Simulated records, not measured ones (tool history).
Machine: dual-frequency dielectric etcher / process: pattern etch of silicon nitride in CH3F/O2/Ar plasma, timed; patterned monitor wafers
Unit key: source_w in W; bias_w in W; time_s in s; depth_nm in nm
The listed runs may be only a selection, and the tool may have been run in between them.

| run | hour | source_w | bias_w | time_s | depth_nm |
|---|---|---|---|---|---|
| 1 | 0.0 | 360 | 93 | 33.5 | 22.340 |
| 2 | 5.8 | 320 | 93 | 33.5 | 20.891 |
| 3 | 8.7 | 320 | 93 | 31.0 | 19.422 |
| 4 | 11.8 | 320 | 85 | 31.0 | 18.990 |
| 5 | 20.2 | 350 | 85 | 31.0 | 19.899 |
| 6 | 22.2 | 330 | 84 | 31.0 | 19.283 |

Estimate the outcome of run 7 from the log above:
| 7 | 24.4 | 330 | 84 | 31.0 | ? |

depth_nm: 19.155 nm
